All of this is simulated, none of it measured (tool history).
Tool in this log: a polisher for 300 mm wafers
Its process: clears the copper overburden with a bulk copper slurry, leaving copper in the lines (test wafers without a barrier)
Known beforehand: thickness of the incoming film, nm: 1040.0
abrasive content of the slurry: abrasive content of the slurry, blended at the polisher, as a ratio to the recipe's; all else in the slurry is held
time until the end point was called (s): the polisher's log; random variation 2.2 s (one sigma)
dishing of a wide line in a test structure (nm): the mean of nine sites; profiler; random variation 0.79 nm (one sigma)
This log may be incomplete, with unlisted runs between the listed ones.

run  hour  flow of slurry (ml/min)  pressure of the wafer on the pad (kPa)  speed of the pad under the wafer (cm/s)  abrasive content of the slurry  overpolish time after the end point (s)  time until the end point was called (s)  dishing of a wide line in a test structure (nm)
  1   0.0                      270                                    19.3                                      108                             1.0                                       20                                   115.45                                           59.279
  2   4.8                      270                                    19.3                                      108                             0.8                                       20                                   124.00                                           59.976
  3   9.6                      220                                    19.3                                      108                             0.8                                       20                                   120.87                                           59.874
  4  11.3                      220                                    19.3                                      108                             0.9                                       20                                   122.06                                           61.496
  5  15.8                      275                                    17.2                                      114                             0.9                                       16                                   127.80                                           53.677
  6  19.1                      275                                    17.2                                      114                             0.9                                       12                                   130.10                                           46.888

For run 7, what comes out?
  7  23.1                      275                                    17.2                                      114                             0.9                                       12                                        ?                                                ?

{"run 7": {"time until the end point was called (s)": 126.77, "dishing of a wide line in a test structure (nm)": 45.332}}
